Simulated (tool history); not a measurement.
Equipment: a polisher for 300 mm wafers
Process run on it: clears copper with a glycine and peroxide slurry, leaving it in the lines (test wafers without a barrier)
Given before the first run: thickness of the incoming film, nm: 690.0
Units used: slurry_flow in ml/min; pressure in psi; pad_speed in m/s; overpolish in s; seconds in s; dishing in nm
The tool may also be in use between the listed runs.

run,hour,slurry_flow,pressure,pad_speed,overpolish,seconds,dishing
1,0,305,1.8,1.3,15,160.72,34.5
2,7.1,305,2,1.3,15,160.51,37.202
3,10.4,300,1.9,1.2,16,174.94,35.757
4,19.1,235,1.9,1.2,16,174.94,35.285
5,27.5,235,1.7,1.2,16,192.33,32.501
6,31.5,235,1.7,1.02,16,215.86,30.084
7,40.3,235,1.7,1,17,227.05,31.434
8,47.5,235,1.7,1,17,222.81,32.014

Run 9 is up next; what results do you expect?
9,51.4,235,1.2,0.9,23,?,?

seconds: 291.06 s
dishing: 31.854 nm
